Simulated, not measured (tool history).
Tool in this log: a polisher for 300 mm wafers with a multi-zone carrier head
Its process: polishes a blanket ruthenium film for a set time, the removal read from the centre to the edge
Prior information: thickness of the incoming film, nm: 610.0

| run | day | flow of slurry (ml/min) | pressure of the head's centre zone | pressure of the head's middle zone | pressure of the head's edge zone | polishing time (s) | film removed at the wafer's centre (nm) | film removed at mid-radius (nm) | film removed at the wafer's edge (nm) |
|---|---|---|---|---|---|---|---|---|---|
| 1 | 0.000 | 160 | 1.00 | 1.00 | 1.00 | 40 | 26.671 | 25.813 | 25.386 |
| 2 | 0.046 | 135 | 1.00 | 1.00 | 1.00 | 40 | 25.715 | 24.933 | 25.304 |
| 3 | 0.117 | 135 | 1.00 | 1.00 | 1.00 | 45 | 28.800 | 28.232 | 27.840 |
| 4 | 0.408 | 135 | 1.00 | 1.05 | 1.00 | 45 | 28.813 | 29.318 | 28.813 |
| 5 | 0.683 | 135 | 1.00 | 1.05 | 0.92 | 45 | 28.590 | 28.935 | 27.215 |
| 6 | 0.738 | 135 | 0.96 | 1.05 | 0.92 | 45 | 27.882 | 28.990 | 26.869 |
| 7 | 1.092 | 135 | 0.96 | 1.05 | 0.92 | 45 | 27.602 | 29.281 | 26.679 |
| 8 | 1.246 | 105 | 1.01 | 0.95 | 0.91 | 38 | 22.946 | 21.234 | 21.880 |

Forecast run 9:
| 9 | 1.483 | 105 | 1.01 | 0.95 | 0.91 | 38 | ? | ? | ? |

film removed at the wafer's centre (nm): 23.117
film removed at mid-radius (nm): 21.404
film removed at the wafer's edge (nm): 21.971

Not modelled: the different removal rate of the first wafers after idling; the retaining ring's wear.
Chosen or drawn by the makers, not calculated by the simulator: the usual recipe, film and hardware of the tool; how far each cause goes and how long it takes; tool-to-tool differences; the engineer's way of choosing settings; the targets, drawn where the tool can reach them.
